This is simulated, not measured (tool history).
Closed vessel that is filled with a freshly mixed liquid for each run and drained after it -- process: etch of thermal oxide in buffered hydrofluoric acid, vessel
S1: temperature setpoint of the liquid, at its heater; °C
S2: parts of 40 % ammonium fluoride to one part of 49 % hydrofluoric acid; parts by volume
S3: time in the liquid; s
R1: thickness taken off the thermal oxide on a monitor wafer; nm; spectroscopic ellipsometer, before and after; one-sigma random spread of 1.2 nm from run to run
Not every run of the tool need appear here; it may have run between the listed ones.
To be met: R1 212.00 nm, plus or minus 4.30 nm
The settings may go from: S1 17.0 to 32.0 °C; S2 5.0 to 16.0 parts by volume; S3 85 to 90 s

run    day    S1   S2  S3      R1
  1  0.000  25.0  9.5  85  109.13
  2  0.246  27.0  9.5  85  120.68
  3  0.604  28.0  8.5  85  141.63
  4  0.879  28.0  8.5  90  147.57
  5  1.083  28.0  8.5  85  141.28
  6  1.188  28.0  8.5  90  149.39
  7  1.550  29.0  8.0  90  168.07
  8  1.792  29.5  8.0  90  170.57
  9  1.829  30.0  8.0  90  177.10
 10  2.092  30.5  8.0  90  180.76

Which single option among these 4 for the next run brings every result within its allowed miss of target? Just one does.
  A  2.354  30.5  7.0  85   ?
  B  2.354  31.5  7.5  90   ?
  C  2.354  27.0  6.0  90   ?
  D  2.354  32.0  7.5  90   ?

move      R1
   A  197.68
   B  204.69
   C  198.85
   D  210.06
A: closes in on the targets versus the last run, not all within tolerance yet
B: closes in on the targets versus the last run, not all within tolerance yet
C: closes in on the targets versus the last run, not all within tolerance yet
D: every result lands within tolerance
D meets every target.
